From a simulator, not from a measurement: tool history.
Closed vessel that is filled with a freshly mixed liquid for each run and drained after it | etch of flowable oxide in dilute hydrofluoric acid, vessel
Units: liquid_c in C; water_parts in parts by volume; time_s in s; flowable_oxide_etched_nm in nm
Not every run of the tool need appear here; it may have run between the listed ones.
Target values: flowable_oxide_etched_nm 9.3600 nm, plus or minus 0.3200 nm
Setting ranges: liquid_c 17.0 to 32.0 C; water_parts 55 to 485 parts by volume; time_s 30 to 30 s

run 1 hour=0.0 | liquid_c=24.0 water_parts=270 time_s=30 | flowable_oxide_etched_nm=5.1452
run 2 hour=5.8 | liquid_c=24.0 water_parts=270 time_s=30 | flowable_oxide_etched_nm=5.3342
run 3 hour=10.4 | liquid_c=25.0 water_parts=260 time_s=30 | flowable_oxide_etched_nm=5.7787
run 4 hour=18.3 | liquid_c=26.0 water_parts=255 time_s=30 | flowable_oxide_etched_nm=6.0353
run 5 hour=23.9 | liquid_c=29.0 water_parts=255 time_s=30 | flowable_oxide_etched_nm=6.7674
run 6 hour=26.6 | liquid_c=29.5 water_parts=250 time_s=30 | flowable_oxide_etched_nm=7.0083
run 7 hour=31.1 | liquid_c=30.0 water_parts=245 time_s=30 | flowable_oxide_etched_nm=7.2954
run 8 hour=37.2 | liquid_c=30.5 water_parts=240 time_s=30 | flowable_oxide_etched_nm=7.7933
run 9 hour=42.5 | liquid_c=30.5 water_parts=235 time_s=30 | flowable_oxide_etched_nm=7.9682
run 10 hour=47.1 | liquid_c=30.5 water_parts=230 time_s=30 | flowable_oxide_etched_nm=8.1016
run 11 hour=49.8 | liquid_c=30.5 water_parts=225 time_s=30 | flowable_oxide_etched_nm=8.4335
run 12 hour=52.3 | liquid_c=30.5 water_parts=225 time_s=30 | flowable_oxide_etched_nm=8.1939

4 candidate next runs follow, results not yet known. Just one meets every target within its allowed miss. Identify it.
run A hour=54.8 | liquid_c=29.5 water_parts=220 time_s=30 | flowable_oxide_etched_nm=?
run B hour=54.8 | liquid_c=29.5 water_parts=210 time_s=30 | flowable_oxide_etched_nm=?
run C hour=54.8 | liquid_c=28.0 water_parts=190 time_s=30 | flowable_oxide_etched_nm=?
run D hour=54.8 | liquid_c=28.0 water_parts=225 time_s=30 | flowable_oxide_etched_nm=?

move=A flowable_oxide_etched_nm=8.3620
move=B flowable_oxide_etched_nm=8.8653
move=C flowable_oxide_etched_nm=9.5214
move=D flowable_oxide_etched_nm=7.7190
A: gains on the last run, yet a result remains outside its allowed miss
B: gains on the last run, yet a result remains outside its allowed miss
C: all results in spec
D: its largest miss is bigger than the last run's
The right move is C.

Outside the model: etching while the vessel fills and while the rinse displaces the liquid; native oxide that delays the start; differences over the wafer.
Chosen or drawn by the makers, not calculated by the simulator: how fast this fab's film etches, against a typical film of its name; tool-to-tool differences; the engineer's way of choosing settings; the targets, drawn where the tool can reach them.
